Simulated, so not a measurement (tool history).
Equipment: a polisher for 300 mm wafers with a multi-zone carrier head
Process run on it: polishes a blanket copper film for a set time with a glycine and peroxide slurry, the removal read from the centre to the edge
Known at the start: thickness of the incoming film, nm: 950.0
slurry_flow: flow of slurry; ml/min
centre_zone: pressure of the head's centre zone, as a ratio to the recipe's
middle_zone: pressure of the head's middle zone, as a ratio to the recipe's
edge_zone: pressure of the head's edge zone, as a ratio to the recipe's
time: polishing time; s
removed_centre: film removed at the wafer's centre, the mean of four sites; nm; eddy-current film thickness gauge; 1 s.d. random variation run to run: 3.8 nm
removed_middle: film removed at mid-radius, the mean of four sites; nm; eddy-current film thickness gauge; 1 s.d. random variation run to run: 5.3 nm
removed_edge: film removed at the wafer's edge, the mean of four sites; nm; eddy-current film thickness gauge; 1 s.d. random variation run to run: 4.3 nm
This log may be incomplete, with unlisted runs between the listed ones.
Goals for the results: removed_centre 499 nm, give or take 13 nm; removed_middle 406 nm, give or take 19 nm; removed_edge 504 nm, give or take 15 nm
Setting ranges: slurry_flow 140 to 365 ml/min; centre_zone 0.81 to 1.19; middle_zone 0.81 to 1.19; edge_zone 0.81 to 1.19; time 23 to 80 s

run,hour,slurry_flow,centre_zone,middle_zone,edge_zone,time,removed_centre,removed_middle,removed_edge
1,0,235,1,1,1,51,367.1,358.08,371.79
2,3.4,235,0.95,1,1,51,351.52,369.98,369.65
3,7.4,235,1.04,1,1,51,386,370.99,375.66
4,9.6,235,1.04,1,1.04,51,380.22,376.81,381.28
5,12.1,235,1.04,1,1.04,41,311.16,285.46,305
6,17.1,245,1.07,0.95,1.08,46,356.71,319.31,352.17
7,19,255,1.09,0.91,1.11,49,391.97,326.43,377.41
8,24.5,240,1.06,0.86,1.19,63,487.91,395.47,500.51
9,27.3,245,1.06,0.86,1.19,63,488.72,406.79,504.34

4 next moves are on the table. One of them brings every result within its allowed miss. Which?
A,30.1,245,1.04,0.9,1.19,61,?,?,?
B,30.1,265,1.04,0.98,1.12,64,?,?,?
C,30.1,250,1.08,0.86,1.18,63,?,?,?
D,30.1,255,0.98,0.92,1.16,64,?,?,?

move,removed_centre,removed_middle,removed_edge
A,465.56,398.59,489.04
B,494.04,453.47,500.39
C,500.75,397.42,504.1
D,462.73,428.22,508.11
A: the biggest miss grows against the last run
B: brings the last run's worst result on target, with another outside its allowed miss
C: all results land within tolerance of their targets
D: the biggest miss grows against the last run
The right move is C.
